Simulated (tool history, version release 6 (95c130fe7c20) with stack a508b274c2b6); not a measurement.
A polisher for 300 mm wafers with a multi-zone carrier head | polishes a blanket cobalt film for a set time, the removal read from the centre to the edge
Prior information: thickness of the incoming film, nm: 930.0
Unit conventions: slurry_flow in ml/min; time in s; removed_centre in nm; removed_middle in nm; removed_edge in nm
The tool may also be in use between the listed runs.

{"run": 1, "hour": 0.0, "slurry_flow": 215, "centre_zone": 1, "middle_zone": 1, "edge_zone": 1, "time": 58, "removed_centre": 296.67, "removed_middle": 304.94, "removed_edge": 293.53}
{"run": 2, "hour": 2.4, "slurry_flow": 215, "centre_zone": 1, "middle_zone": 1, "edge_zone": 0.96, "time": 58, "removed_centre": 292.11, "removed_middle": 301.22, "removed_edge": 286.17}
{"run": 3, "hour": 5.4, "slurry_flow": 215, "centre_zone": 1, "middle_zone": 1, "edge_zone": 0.96, "time": 44, "removed_centre": 225.55, "removed_middle": 234.71, "removed_edge": 221.26}
{"run": 4, "hour": 6.8, "slurry_flow": 215, "centre_zone": 1, "middle_zone": 1, "edge_zone": 0.93, "time": 44, "removed_centre": 220.46, "removed_middle": 230.15, "removed_edge": 217.32}
{"run": 5, "hour": 11.6, "slurry_flow": 215, "centre_zone": 1, "middle_zone": 1, "edge_zone": 0.89, "time": 44, "removed_centre": 222.2, "removed_middle": 227.68, "removed_edge": 211.09}
{"run": 6, "hour": 12.4, "slurry_flow": 215, "centre_zone": 1, "middle_zone": 1.04, "edge_zone": 0.89, "time": 44, "removed_centre": 222.57, "removed_middle": 239.02, "removed_edge": 210.69}
{"run": 7, "hour": 19.6, "slurry_flow": 210, "centre_zone": 0.9, "middle_zone": 0.98, "edge_zone": 0.99, "time": 46, "removed_centre": 210.64, "removed_middle": 234.1, "removed_edge": 234.91}

Estimate the outcome of run 8 from the log above:
{"run": 8, "hour": 21.0, "slurry_flow": 210, "centre_zone": 0.89, "middle_zone": 0.98, "edge_zone": 0.99, "time": 46, "removed_centre": "?", "removed_middle": "?", "removed_edge": "?"}

removed_centre: 210.19 nm
removed_middle: 235.97 nm
removed_edge: 235.93 nm

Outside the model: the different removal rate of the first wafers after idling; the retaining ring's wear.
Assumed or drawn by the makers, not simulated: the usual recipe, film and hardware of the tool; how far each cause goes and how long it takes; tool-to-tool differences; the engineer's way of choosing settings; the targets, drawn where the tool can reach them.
